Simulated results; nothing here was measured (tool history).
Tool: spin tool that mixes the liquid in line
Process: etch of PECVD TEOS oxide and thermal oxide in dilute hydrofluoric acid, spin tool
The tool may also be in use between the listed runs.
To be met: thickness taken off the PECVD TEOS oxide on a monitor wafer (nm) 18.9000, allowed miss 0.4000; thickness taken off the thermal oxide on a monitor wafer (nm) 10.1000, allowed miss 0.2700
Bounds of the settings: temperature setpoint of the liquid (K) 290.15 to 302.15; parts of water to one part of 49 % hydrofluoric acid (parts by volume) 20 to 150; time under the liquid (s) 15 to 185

run,hour,temperature setpoint of the liquid (K),parts of water to one part of 49 % hydrofluoric acid (parts by volume),time under the liquid (s),thickness taken off the PECVD TEOS oxide on a monitor wafer (nm),thickness taken off the thermal oxide on a monitor wafer (nm)
1,0.0,294.15,85,95,8.2188,4.3819
2,1.7,295.15,80,95,9.0808,4.8819
3,8.5,295.15,80,130,12.4670,6.5759
4,14.4,296.15,80,130,13.0600,6.9586
5,18.5,296.15,80,150,15.0040,8.0418
6,25.9,296.15,80,115,11.6570,6.2050
7,34.5,297.15,80,115,12.1440,6.4837
8,42.6,297.65,80,115,12.2100,6.5083
9,43.4,298.15,80,115,12.6320,6.6175
10,51.3,298.65,75,115,13.7480,7.3205
11,56.9,299.15,75,115,13.9850,7.4082
12,59.2,299.65,75,115,14.2450,7.5332
13,67.7,300.15,75,115,14.5350,7.7370
14,71.0,302.15,60,115,19.9680,10.5150
15,78.9,301.65,60,115,19.7820,10.4700
16,85.5,301.15,60,115,19.5290,10.3860

Which of these 4 next moves meets every target?
A,92.1,299.65,55,115,?,?
B,92.1,301.15,65,130,?,?
C,92.1,302.15,55,105,?,?
D,92.1,298.15,70,150,?,?

move,thickness taken off the PECVD TEOS oxide on a monitor wafer (nm),thickness taken off the thermal oxide on a monitor wafer (nm)
A,20.2290,10.7860
B,20.2500,10.7970
C,20.4010,10.8780
D,19.1260,10.1980
A: further off than the last run
B: further off than the last run
C: further off than the last run
D: meets every target
Answer: D

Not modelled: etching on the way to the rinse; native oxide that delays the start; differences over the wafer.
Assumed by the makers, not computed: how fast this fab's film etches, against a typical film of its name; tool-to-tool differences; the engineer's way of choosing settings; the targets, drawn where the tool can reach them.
